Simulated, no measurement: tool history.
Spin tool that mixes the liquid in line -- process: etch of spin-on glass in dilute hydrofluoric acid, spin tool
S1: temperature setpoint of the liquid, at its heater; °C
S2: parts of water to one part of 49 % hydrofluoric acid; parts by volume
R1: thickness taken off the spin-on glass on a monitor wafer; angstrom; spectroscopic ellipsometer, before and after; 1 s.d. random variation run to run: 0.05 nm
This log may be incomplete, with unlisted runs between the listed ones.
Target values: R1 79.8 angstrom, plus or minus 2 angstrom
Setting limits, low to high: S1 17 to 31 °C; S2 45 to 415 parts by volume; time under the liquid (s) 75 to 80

{"run": 1, "hour": 0.0, "S1": 23, "S2": 230, "time under the liquid (s)": 75, "R1": 66.618}
{"run": 2, "hour": 1.1, "S1": 23, "S2": 265, "time under the liquid (s)": 75, "R1": 55.438}
{"run": 3, "hour": 3.9, "S1": 23, "S2": 325, "time under the liquid (s)": 75, "R1": 42.515}
{"run": 4, "hour": 10.9, "S1": 25.5, "S2": 300, "time under the liquid (s)": 75, "R1": 51.749}
{"run": 5, "hour": 16.8, "S1": 22, "S2": 300, "time under the liquid (s)": 75, "R1": 46.187}
{"run": 6, "hour": 18.9, "S1": 19.5, "S2": 300, "time under the liquid (s)": 75, "R1": 42.606}
{"run": 7, "hour": 26.9, "S1": 23.5, "S2": 240, "time under the liquid (s)": 75, "R1": 64.073}
{"run": 8, "hour": 35.5, "S1": 25.5, "S2": 240, "time under the liquid (s)": 75, "R1": 68.692}
{"run": 9, "hour": 39.1, "S1": 27, "S2": 240, "time under the liquid (s)": 75, "R1": 73.288}
{"run": 10, "hour": 42.2, "S1": 27.5, "S2": 240, "time under the liquid (s)": 75, "R1": 74.107}
{"run": 11, "hour": 45.6, "S1": 28, "S2": 240, "time under the liquid (s)": 75, "R1": 76.093}
{"run": 12, "hour": 47.6, "S1": 28.5, "S2": 240, "time under the liquid (s)": 75, "R1": 76.603}

Which single option among these 5 for the next run brings every result within its allowed miss of target? Just one does.
{"run": "A", "hour": 49.6, "S1": 28.5, "S2": 230, "time under the liquid (s)": 80, "R1": "?"}
{"run": "B", "hour": 49.6, "S1": 31, "S2": 250, "time under the liquid (s)": 80, "R1": "?"}
{"run": "C", "hour": 49.6, "S1": 20, "S2": 190, "time under the liquid (s)": 80, "R1": "?"}
{"run": "D", "hour": 49.6, "S1": 25, "S2": 235, "time under the liquid (s)": 80, "R1": "?"}
{"run": "E", "hour": 49.6, "S1": 26.5, "S2": 220, "time under the liquid (s)": 80, "R1": "?"}

move=A R1=85.498
move=B R1=83.592
move=C R1=79.128
move=D R1=73.609
move=E R1=84.3
A: moves the result that the last run missed by most past its target, out the other side
B: moves the result that the last run missed by most past its target, out the other side
C: all results in spec
D: further off than the last run
E: moves the result that the last run missed by most past its target, out the other side
Correct choice: C, which meets every target

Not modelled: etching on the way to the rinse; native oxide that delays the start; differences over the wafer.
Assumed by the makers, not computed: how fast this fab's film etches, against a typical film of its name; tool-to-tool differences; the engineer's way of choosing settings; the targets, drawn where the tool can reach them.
